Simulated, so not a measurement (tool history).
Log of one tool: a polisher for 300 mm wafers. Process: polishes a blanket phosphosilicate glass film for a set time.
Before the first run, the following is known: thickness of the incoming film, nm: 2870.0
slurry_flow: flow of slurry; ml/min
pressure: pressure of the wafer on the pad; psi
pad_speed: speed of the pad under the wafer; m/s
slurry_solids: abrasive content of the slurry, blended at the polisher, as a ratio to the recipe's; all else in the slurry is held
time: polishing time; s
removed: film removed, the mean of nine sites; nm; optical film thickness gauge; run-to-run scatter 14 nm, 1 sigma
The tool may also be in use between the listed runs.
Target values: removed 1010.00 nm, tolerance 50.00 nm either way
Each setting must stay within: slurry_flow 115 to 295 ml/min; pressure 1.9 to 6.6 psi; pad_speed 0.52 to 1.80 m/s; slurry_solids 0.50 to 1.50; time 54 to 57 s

{"run": 1, "hour": 0.0, "slurry_flow": 190, "pressure": 4.2, "pad_speed": 1.16, "slurry_solids": 1.0, "time": 54, "removed": 666.2}
{"run": 2, "hour": 3.5, "slurry_flow": 190, "pressure": 4.5, "pad_speed": 1.16, "slurry_solids": 1.0, "time": 54, "removed": 701.22}
{"run": 3, "hour": 7.5, "slurry_flow": 190, "pressure": 4.5, "pad_speed": 0.88, "slurry_solids": 1.0, "time": 54, "removed": 578.94}
{"run": 4, "hour": 12.2, "slurry_flow": 190, "pressure": 4.5, "pad_speed": 0.88, "slurry_solids": 0.9, "time": 54, "removed": 565.66}
{"run": 5, "hour": 15.3, "slurry_flow": 190, "pressure": 4.9, "pad_speed": 0.92, "slurry_solids": 0.9, "time": 54, "removed": 631.72}
{"run": 6, "hour": 16.6, "slurry_flow": 190, "pressure": 4.0, "pad_speed": 0.92, "slurry_solids": 0.9, "time": 54, "removed": 532.03}
{"run": 7, "hour": 18.0, "slurry_flow": 190, "pressure": 4.0, "pad_speed": 0.92, "slurry_solids": 0.9, "time": 54, "removed": 527.27}
{"run": 8, "hour": 23.5, "slurry_flow": 190, "pressure": 4.5, "pad_speed": 0.96, "slurry_solids": 0.9, "time": 54, "removed": 589.63}

Which one of the following 5 next-run settings gets every result inside its allowed miss? There is exactly one.
{"run": "A", "hour": 29.0, "slurry_flow": 160, "pressure": 3.7, "pad_speed": 0.52, "slurry_solids": 0.7, "time": 54, "removed": "?"}
{"run": "B", "hour": 29.0, "slurry_flow": 170, "pressure": 6.4, "pad_speed": 1.26, "slurry_solids": 0.9, "time": 57, "removed": "?"}
{"run": "C", "hour": 29.0, "slurry_flow": 165, "pressure": 3.7, "pad_speed": 0.52, "slurry_solids": 0.7, "time": 54, "removed": "?"}
{"run": "D", "hour": 29.0, "slurry_flow": 160, "pressure": 4.6, "pad_speed": 1.1, "slurry_solids": 1.15, "time": 57, "removed": "?"}
{"run": "E", "hour": 29.0, "slurry_flow": 215, "pressure": 5.4, "pad_speed": 1.22, "slurry_solids": 1.0, "time": 57, "removed": "?"}

move=A removed=322.53
move=B removed=1009.10
move=C removed=323.96
move=D removed=750.25
move=E removed=911.33
A: misses by more than the last run did
B: every result within its allowed miss
C: misses by more than the last run did
D: closer than the last run, but not yet in spec
E: closer than the last run, but not yet in spec
The move that meets every target is B.
